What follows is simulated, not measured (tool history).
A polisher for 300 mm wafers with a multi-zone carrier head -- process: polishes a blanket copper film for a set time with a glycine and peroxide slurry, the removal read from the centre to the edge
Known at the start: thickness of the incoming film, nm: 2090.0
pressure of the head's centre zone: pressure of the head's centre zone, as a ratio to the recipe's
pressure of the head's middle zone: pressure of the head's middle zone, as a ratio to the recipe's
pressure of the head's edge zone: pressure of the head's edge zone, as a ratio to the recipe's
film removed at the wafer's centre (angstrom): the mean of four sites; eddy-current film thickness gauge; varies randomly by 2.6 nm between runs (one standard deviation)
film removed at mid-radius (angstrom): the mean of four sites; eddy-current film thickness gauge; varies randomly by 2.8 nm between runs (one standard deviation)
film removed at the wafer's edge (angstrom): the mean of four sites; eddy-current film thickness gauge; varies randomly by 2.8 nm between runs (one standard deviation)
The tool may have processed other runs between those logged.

run	hour	flow of slurry (ml/min)	pressure of the head's centre zone	pressure of the head's middle zone	pressure of the head's edge zone	polishing time (s)	film removed at the wafer's centre (angstrom)	film removed at mid-radius (angstrom)	film removed at the wafer's edge (angstrom)
1	0.0	215	1.00	1.00	1.00	50	1508.8	1603.2	1637.6
2	1.0	215	1.00	1.00	1.00	38	1147.6	1195.4	1248.9
3	1.6	220	1.01	1.00	1.03	43	1350.9	1407.4	1380.2
4	10.0	240	1.01	1.00	1.03	43	1373.0	1374.0	1430.4
# hour 17.6: centre zone pressure recalibrated
5	17.6	240	1.01	1.00	1.00	43	1487.6	1355.0	1427.8
6	23.0	250	0.99	1.00	1.01	47	1544.6	1511.1	1560.1
7	25.5	250	1.01	0.99	1.11	61	2055.6	1958.6	2058.6
8	32.9	245	1.00	0.98	1.11	61	2066.9	1911.4	2143.3

Predict the results of run 9:
9	34.3	240	1.00	0.99	1.11	61	?	?	?

film removed at the wafer's centre (angstrom): 2007.7
film removed at mid-radius (angstrom): 1957.7
film removed at the wafer's edge (angstrom): 2138.8
